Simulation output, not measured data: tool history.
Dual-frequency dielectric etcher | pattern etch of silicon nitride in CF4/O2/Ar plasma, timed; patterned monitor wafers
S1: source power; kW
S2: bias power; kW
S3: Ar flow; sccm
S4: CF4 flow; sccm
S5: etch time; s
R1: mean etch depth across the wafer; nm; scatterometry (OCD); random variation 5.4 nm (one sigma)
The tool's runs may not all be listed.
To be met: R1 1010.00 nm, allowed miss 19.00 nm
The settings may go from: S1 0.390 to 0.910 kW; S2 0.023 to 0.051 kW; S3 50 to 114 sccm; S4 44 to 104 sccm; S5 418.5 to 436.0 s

run,day,S1,S2,S3,S4,S5,R1
1,0.000,0.650,0.037,82,74,418.5,856.04
2,0.154,0.680,0.037,82,74,418.5,906.52
3,0.458,0.640,0.037,82,74,418.5,836.46
4,0.812,0.660,0.037,82,74,418.5,867.90
5,1.067,0.680,0.037,82,74,418.5,901.32
6,1.279,0.680,0.043,82,74,418.5,939.00
7,1.375,0.690,0.043,82,74,418.5,958.81
8,1.492,0.700,0.043,82,74,418.5,972.48
9,1.604,0.710,0.043,82,74,418.5,988.83

5 next moves are on the table. One of them brings every result within its allowed miss. Which?
A,1.717,0.690,0.044,89,71,423.0,?
B,1.717,0.630,0.045,73,86,436.0,?
C,1.717,0.690,0.045,90,79,418.5,?
D,1.717,0.660,0.046,75,72,418.5,?
E,1.717,0.700,0.045,95,79,432.0,?

move,R1
A,966.45
B,964.83
C,975.95
D,954.28
E,1014.10
A: further off than the last run
B: further off than the last run
C: further off than the last run
D: further off than the last run
E: meets every target
Answer: E
